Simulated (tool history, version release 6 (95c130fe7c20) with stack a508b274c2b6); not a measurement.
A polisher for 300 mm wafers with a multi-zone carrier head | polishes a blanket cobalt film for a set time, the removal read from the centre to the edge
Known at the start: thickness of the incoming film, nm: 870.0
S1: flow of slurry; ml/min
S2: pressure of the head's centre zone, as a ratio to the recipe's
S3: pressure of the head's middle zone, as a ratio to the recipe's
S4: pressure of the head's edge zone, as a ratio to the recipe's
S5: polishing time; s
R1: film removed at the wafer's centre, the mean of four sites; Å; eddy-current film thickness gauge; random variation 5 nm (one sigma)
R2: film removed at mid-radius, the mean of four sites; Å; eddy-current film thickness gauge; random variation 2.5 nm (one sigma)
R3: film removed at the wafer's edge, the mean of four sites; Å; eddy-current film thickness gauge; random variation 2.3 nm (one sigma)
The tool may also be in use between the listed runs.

run	hour	S1	S2	S3	S4	S5	R1	R2	R3
1	0.0	190	1.00	1.00	1.00	79	3015.2	2960.6	3010.7
2	3.7	190	0.95	1.00	1.00	79	2924.1	2960.9	3038.9
3	6.1	205	0.96	1.03	1.04	81	3068.3	3161.5	3195.4
4	8.1	220	0.96	1.05	1.07	82	3061.6	3252.5	3252.8
5	11.1	225	0.97	1.06	1.09	84	3295.3	3395.8	3354.4
6	16.7	225	0.97	1.09	1.09	84	3185.4	3449.2	3383.4
7	24.6	230	0.97	1.10	1.11	85	3312.5	3563.5	3441.3

The next listed run, before its measurement:
8	25.5	235	0.97	1.10	1.13	86	?	?	?

R1: 3289.7 Å
R2: 3560.1 Å
R3: 3495.2 Å
